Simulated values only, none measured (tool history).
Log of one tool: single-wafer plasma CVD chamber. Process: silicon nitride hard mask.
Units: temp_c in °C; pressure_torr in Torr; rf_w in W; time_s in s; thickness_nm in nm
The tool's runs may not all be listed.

run 1 hour=0 | temp_c=405 pressure_torr=1.91 rf_w=235 time_s=29.1 | thickness_nm=34.103
run 2 hour=8.6 | temp_c=405 pressure_torr=1.91 rf_w=235 time_s=27.7 | thickness_nm=32.517
run 3 hour=9.6 | temp_c=405 pressure_torr=1.65 rf_w=235 time_s=27.7 | thickness_nm=30.613
run 4 hour=12.3 | temp_c=405 pressure_torr=1.81 rf_w=235 time_s=27.7 | thickness_nm=31.736
run 5 hour=15.4 | temp_c=405 pressure_torr=1.81 rf_w=235 time_s=29.1 | thickness_nm=33.429
run 6 hour=22 | temp_c=397 pressure_torr=1.81 rf_w=235 time_s=29.1 | thickness_nm=33.403
run 7 hour=23.5 | temp_c=397 pressure_torr=1.9 rf_w=235 time_s=29.1 | thickness_nm=33.885

Run 8 comes next. What will it give?
run 8 hour=26.1 | temp_c=397 pressure_torr=1.98 rf_w=235 time_s=29.1 | thickness_nm=?

thickness_nm: 34.59 nm

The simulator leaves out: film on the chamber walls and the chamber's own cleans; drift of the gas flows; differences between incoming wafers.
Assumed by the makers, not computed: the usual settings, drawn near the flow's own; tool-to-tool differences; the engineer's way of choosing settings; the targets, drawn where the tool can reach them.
